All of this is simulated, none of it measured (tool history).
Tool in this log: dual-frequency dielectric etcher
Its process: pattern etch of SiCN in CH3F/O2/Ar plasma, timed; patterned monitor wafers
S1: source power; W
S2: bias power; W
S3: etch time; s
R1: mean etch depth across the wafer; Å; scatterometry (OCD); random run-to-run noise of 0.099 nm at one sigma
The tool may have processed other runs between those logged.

| run | day | S1 | S2 | S3 | R1 |
|---|---|---|---|---|---|
| 1 | 0.000 | 350 | 100 | 78.5 | 305.70 |
| 2 | 0.025 | 370 | 101 | 78.5 | 313.56 |
| 3 | 0.138 | 340 | 101 | 78.5 | 302.29 |
| 4 | 0.354 | 360 | 102 | 78.5 | 310.19 |
| 5 | 0.592 | 370 | 102 | 78.5 | 314.76 |
| 6 | 0.767 | 380 | 102 | 78.5 | 317.06 |
| 7 | 1.067 | 390 | 102 | 78.5 | 319.17 |

Expected results for the next run?
| 8 | 1.092 | 400 | 102 | 78.5 | ? |

For run 8 the tool returned R1 322.14 Å.

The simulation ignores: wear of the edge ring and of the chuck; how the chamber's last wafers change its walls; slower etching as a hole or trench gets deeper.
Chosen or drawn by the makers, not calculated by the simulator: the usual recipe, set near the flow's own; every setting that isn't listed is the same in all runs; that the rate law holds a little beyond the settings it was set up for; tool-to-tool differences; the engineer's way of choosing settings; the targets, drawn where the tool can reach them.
